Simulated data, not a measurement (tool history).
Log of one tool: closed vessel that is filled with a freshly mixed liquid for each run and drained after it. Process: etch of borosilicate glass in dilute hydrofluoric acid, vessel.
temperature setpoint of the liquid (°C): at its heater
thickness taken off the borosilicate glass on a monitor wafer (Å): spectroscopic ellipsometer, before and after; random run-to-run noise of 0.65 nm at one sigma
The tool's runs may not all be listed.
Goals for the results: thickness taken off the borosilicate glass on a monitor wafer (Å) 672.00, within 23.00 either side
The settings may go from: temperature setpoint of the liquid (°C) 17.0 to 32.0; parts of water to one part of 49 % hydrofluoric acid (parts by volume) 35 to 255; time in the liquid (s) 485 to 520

| run | hour | temperature setpoint of the liquid (°C) | parts of water to one part of 49 % hydrofluoric acid (parts by volume) | time in the liquid (s) | thickness taken off the borosilicate glass on a monitor wafer (Å) |
|---|---|---|---|---|---|
| 1 | 0.0 | 24.0 | 145 | 485 | 805.99 |
| 2 | 3.8 | 23.0 | 145 | 485 | 767.44 |
| 3 | 9.8 | 22.5 | 145 | 485 | 761.11 |
| 4 | 15.9 | 22.0 | 145 | 485 | 748.14 |
| 5 | 19.3 | 22.0 | 145 | 485 | 744.89 |
| 6 | 27.7 | 22.0 | 145 | 520 | 789.79 |
| 7 | 30.7 | 21.0 | 145 | 520 | 762.23 |
| 8 | 34.5 | 20.5 | 145 | 520 | 759.06 |
| 9 | 42.3 | 20.0 | 145 | 520 | 740.76 |
| 10 | 43.1 | 19.5 | 145 | 520 | 724.91 |
| 11 | 45.5 | 19.0 | 145 | 520 | 700.46 |

Pick the move, out of 4, that brings all results within their allowed miss; only one does.
| A | 47.9 | 19.5 | 135 | 520 | ? |
| B | 47.9 | 17.0 | 125 | 495 | ? |
| C | 47.9 | 19.5 | 145 | 520 | ? |
| D | 47.9 | 17.0 | 135 | 500 | ? |

| move | thickness taken off the borosilicate glass on a monitor wafer (Å) |
|---|---|
| A | 776.59 |
| B | 728.09 |
| C | 715.54 |
| D | 674.22 |
A: lands further from the targets than the last run did
B: lands further from the targets than the last run did
C: lands further from the targets than the last run did
D: meets every target
Go with D: it meets all targets.
